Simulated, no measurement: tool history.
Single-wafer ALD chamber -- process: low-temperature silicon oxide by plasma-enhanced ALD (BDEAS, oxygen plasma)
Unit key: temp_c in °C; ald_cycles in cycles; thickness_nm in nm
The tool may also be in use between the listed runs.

| run | hour | temp_c | ald_cycles | thickness_nm |
|---|---|---|---|---|
| 1 | 0.0 | 90 | 56 | 7.5101 |
| 2 | 8.6 | 94 | 54 | 7.1823 |
| 3 | 15.9 | 94 | 47 | 6.2289 |
| 4 | 19.0 | 92 | 47 | 6.2820 |
| 5 | 23.0 | 97 | 47 | 6.1579 |
| 6 | 28.9 | 92 | 47 | 6.2391 |
| 7 | 36.8 | 91 | 47 | 6.2991 |

Run 8 is up next; what results do you expect?
| 8 | 39.5 | 90 | 47 | ? |

thickness_nm: 6.2979 nm
